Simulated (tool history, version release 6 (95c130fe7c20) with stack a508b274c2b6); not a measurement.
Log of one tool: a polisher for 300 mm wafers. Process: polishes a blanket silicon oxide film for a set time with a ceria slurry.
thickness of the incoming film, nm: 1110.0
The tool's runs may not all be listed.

run	hour	flow of slurry (ml/min)	pressure of the wafer on the pad (psi)	speed of the pad under the wafer (cm/s)	polishing time (s)	film removed (nm)
1	0	160	3.6	116	85	409.79
2	5	160	3.6	116	90	434.7
3	7.8	160	3.6	116	90	440.06
4	13.2	140	3.6	116	90	428.18
5	21.2	140	3.6	116	85	407.61
6	27.3	140	3	112	85	328.53
7	33.2	140	2.6	112	85	288.11
8	34.5	140	2.3	112	85	256.37

The next listed run, before its measurement:
9	35	140	2.1	112	85	?

{"run 9": {"film removed (nm)": 235.51}}

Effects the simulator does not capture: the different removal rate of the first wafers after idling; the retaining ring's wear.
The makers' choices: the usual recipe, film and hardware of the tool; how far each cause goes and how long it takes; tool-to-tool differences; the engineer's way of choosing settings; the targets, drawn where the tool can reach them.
